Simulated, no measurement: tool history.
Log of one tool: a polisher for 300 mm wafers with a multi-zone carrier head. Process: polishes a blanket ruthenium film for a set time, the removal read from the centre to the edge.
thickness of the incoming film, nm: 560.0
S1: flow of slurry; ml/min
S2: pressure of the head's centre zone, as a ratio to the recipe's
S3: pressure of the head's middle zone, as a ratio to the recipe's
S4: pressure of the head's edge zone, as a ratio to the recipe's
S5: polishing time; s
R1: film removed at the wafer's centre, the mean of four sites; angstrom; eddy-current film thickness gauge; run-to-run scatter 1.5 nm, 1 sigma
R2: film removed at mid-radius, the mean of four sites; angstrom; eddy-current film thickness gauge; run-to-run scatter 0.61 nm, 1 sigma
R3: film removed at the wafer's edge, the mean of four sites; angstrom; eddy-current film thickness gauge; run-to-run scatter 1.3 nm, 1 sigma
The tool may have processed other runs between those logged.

{"run": 1, "hour": 0.0, "S1": 270, "S2": 1, "S3": 1, "S4": 1, "S5": 66, "R1": 784.66, "R2": 779.02, "R3": 752.65}
{"run": 2, "hour": 5.9, "S1": 270, "S2": 1, "S3": 1.07, "S4": 1, "S5": 66, "R1": 784.57, "R2": 832, "R3": 760.54}
{"run": 3, "hour": 10.8, "S1": 270, "S2": 1, "S3": 1.04, "S4": 1, "S5": 66, "R1": 784.84, "R2": 822.13, "R3": 761.52}
{"run": 4, "hour": 17.2, "S1": 270, "S2": 1, "S3": 0.98, "S4": 1, "S5": 66, "R1": 773.61, "R2": 763.06, "R3": 772.26}
{"run": 5, "hour": 24.2, "S1": 270, "S2": 0.97, "S3": 0.98, "S4": 1, "S5": 66, "R1": 757.24, "R2": 767.47, "R3": 763.46}
{"run": 6, "hour": 28.1, "S1": 205, "S2": 0.97, "S3": 0.98, "S4": 1, "S5": 66, "R1": 742.61, "R2": 744.36, "R3": 748.29}
{"run": 7, "hour": 33.9, "S1": 205, "S2": 0.97, "S3": 0.98, "S4": 1, "S5": 66, "R1": 739.58, "R2": 749.23, "R3": 736.21}
{"run": 8, "hour": 40.4, "S1": 270, "S2": 1.07, "S3": 0.99, "S4": 1.1, "S5": 84, "R1": 1094.1, "R2": 991.16, "R3": 998.99}

Estimate the outcome of run 9 from the log above:
{"run": 9, "hour": 41.7, "S1": 275, "S2": 1.09, "S3": 0.98, "S4": 1.11, "S5": 84, "R1": "?", "R2": "?", "R3": "?"}

{"run 9": {"R1": 1114.8, "R2": 985.42, "R3": 1030.1}}
